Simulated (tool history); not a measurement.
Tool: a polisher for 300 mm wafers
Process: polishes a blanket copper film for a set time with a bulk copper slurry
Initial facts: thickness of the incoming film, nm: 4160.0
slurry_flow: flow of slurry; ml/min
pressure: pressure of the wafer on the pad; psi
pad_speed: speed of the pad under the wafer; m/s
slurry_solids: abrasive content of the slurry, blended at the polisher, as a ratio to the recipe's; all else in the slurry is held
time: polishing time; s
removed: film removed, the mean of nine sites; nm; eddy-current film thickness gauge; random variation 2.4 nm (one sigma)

run,day,slurry_flow,pressure,pad_speed,slurry_solids,time,removed
1,0.000,180,2.4,1.06,1.00,34,303.80
2,0.279,180,2.3,1.06,1.00,34,288.21
3,0.521,180,2.3,1.16,1.00,34,317.15
4,0.671,180,2.2,1.16,1.00,34,297.69
5,0.792,180,2.2,1.16,1.15,34,310.78
6,0.954,180,2.2,1.28,1.15,34,340.48
7,1.208,180,2.0,1.28,1.15,34,318.39

Run 8 comes next. What will it give?
8,1.342,180,1.9,1.28,1.15,34,?

{"run 8": {"removed": 298.15}}

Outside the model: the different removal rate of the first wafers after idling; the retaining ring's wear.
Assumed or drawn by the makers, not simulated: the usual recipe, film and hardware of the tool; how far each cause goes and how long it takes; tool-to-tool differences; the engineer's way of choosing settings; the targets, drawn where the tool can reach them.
